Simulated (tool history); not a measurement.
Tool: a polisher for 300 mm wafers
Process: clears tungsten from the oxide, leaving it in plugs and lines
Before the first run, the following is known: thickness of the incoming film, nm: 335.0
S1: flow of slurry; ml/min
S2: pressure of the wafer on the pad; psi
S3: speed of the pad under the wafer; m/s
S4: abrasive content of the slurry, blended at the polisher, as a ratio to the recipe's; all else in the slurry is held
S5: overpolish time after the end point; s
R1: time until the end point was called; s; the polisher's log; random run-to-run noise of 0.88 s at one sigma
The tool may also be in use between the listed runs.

| run | hour | S1 | S2 | S3 | S4 | S5 | R1 |
|---|---|---|---|---|---|---|---|
| 1 | 0.0 | 295 | 2.5 | 1.12 | 1.00 | 34 | 81.037 |
| 2 | 1.6 | 295 | 2.5 | 1.12 | 1.00 | 34 | 80.988 |
| 3 | 4.5 | 295 | 2.6 | 1.12 | 1.00 | 34 | 80.727 |
| 4 | 8.8 | 295 | 2.6 | 1.12 | 1.10 | 34 | 75.856 |
| 5 | 13.4 | 295 | 2.6 | 1.12 | 0.95 | 34 | 79.562 |
| 6 | 17.4 | 295 | 2.0 | 1.12 | 0.95 | 34 | 103.620 |
| 7 | 22.3 | 295 | 2.0 | 1.12 | 0.95 | 34 | 102.610 |
| 8 | 25.3 | 295 | 2.7 | 1.18 | 0.95 | 34 | 71.437 |
| 9 | 31.1 | 295 | 2.9 | 1.18 | 0.95 | 34 | 68.337 |
| 10 | 38.3 | 295 | 3.1 | 1.20 | 0.95 | 34 | 62.720 |

Run 11 is up next; what results do you expect?
| 11 | 45.6 | 295 | 3.1 | 1.20 | 0.95 | 34 | ? |

Run 11 came out at R1 61.096 s.
